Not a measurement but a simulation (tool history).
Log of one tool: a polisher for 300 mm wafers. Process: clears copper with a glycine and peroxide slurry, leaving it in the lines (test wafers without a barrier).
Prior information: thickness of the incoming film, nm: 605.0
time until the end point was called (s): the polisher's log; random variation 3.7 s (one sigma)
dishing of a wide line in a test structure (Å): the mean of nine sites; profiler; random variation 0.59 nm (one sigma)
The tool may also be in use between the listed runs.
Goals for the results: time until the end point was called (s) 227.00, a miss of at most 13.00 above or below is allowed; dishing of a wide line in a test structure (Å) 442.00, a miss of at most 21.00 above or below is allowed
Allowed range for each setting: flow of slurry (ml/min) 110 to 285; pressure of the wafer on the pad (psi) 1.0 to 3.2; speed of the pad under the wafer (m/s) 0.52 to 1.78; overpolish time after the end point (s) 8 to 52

run,hour,flow of slurry (ml/min),pressure of the wafer on the pad (psi),speed of the pad under the wafer (m/s),overpolish time after the end point (s),time until the end point was called (s),dishing of a wide line in a test structure (Å)
1,0.0,180,2.1,1.14,26,114.76,709.52
2,1.5,210,2.1,1.14,26,107.78,721.23
3,5.4,200,1.8,1.06,26,132.49,633.43
4,9.3,180,1.8,1.06,26,135.04,631.71
# hour 17.3: slurry nozzle cleaned
5,17.3,175,1.6,1.00,26,146.88,599.66
6,21.9,175,1.6,0.80,26,171.03,543.48
7,23.8,175,1.5,0.78,26,181.27,515.37
8,29.1,175,1.4,0.76,26,192.61,495.11
9,31.5,175,1.3,0.76,26,204.49,486.74
10,36.7,175,1.0,0.74,24,241.81,382.55
11,44.5,175,1.0,0.74,25,244.31,394.86

Which one of the following 5 next-run settings gets every result inside its allowed miss? There is exactly one.
A,52.3,175,1.0,0.74,20,?,?
B,52.3,190,1.0,0.62,31,?,?
C,52.3,195,1.3,0.62,26,?,?
D,52.3,215,1.1,0.60,23,?,?
E,52.3,175,1.0,0.62,33,?,?

move,time until the end point was called (s),dishing of a wide line in a test structure (Å)
A,242.75,336.24
B,263.33,457.77
C,227.43,448.39
D,250.52,373.28
E,266.77,476.42
A: the biggest miss grows against the last run
B: the worst result of the last run now meets its target, but another is out of spec
C: hits every target within its allowed miss
D: the biggest miss grows against the last run
E: carries the result that was furthest off beyond its target, to the other side
Move C is the one to make.
